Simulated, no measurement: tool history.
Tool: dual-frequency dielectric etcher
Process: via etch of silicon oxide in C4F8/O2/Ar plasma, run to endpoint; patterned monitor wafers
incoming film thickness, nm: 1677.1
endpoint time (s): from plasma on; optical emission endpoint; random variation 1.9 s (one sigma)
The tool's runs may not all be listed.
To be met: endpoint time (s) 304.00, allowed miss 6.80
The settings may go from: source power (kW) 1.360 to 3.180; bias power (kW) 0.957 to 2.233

| run | day | source power (kW) | bias power (kW) | endpoint time (s) |
|---|---|---|---|---|
| 1 | 0.000 | 2.270 | 1.595 | 347.84 |
| 2 | 0.267 | 2.270 | 1.829 | 334.25 |
| 3 | 0.538 | 2.330 | 1.840 | 325.53 |
| 4 | 0.800 | 2.330 | 1.943 | 322.98 |
| 5 | 1.133 | 2.330 | 1.736 | 332.47 |
| 6 | 1.229 | 2.370 | 1.743 | 335.17 |
| 7 | 1.346 | 2.440 | 1.767 | 327.04 |
| 8 | 1.612 | 2.480 | 1.776 | 323.97 |
| 9 | 1.842 | 2.520 | 1.783 | 318.97 |
| 10 | 1.967 | 2.550 | 1.787 | 320.15 |
| 11 | 2.192 | 2.580 | 1.794 | 316.19 |
| 12 | 2.496 | 2.580 | 1.794 | 315.22 |
| 13 | 2.629 | 2.600 | 1.797 | 316.26 |
| 14 | 3.000 | 2.620 | 1.802 | 315.39 |
| 15 | 3.217 | 2.640 | 1.807 | 317.22 |
| 16 | 3.375 | 2.670 | 1.816 | 312.32 |

5 next moves are on the table. One of them brings every result within its allowed miss. Which?
| A | 3.533 | 2.610 | 1.767 | ? |
| B | 3.533 | 2.430 | 1.768 | ? |
| C | 3.533 | 2.420 | 1.920 | ? |
| D | 3.533 | 2.490 | 2.106 | ? |
| E | 3.533 | 2.210 | 2.090 | ? |

| move | endpoint time (s) |
|---|---|
| A | 319.09 |
| B | 326.84 |
| C | 318.53 |
| D | 305.99 |
| E | 319.10 |
A: further off than the last run
B: further off than the last run
C: further off than the last run
D: meets every target
E: further off than the last run
Answer: D

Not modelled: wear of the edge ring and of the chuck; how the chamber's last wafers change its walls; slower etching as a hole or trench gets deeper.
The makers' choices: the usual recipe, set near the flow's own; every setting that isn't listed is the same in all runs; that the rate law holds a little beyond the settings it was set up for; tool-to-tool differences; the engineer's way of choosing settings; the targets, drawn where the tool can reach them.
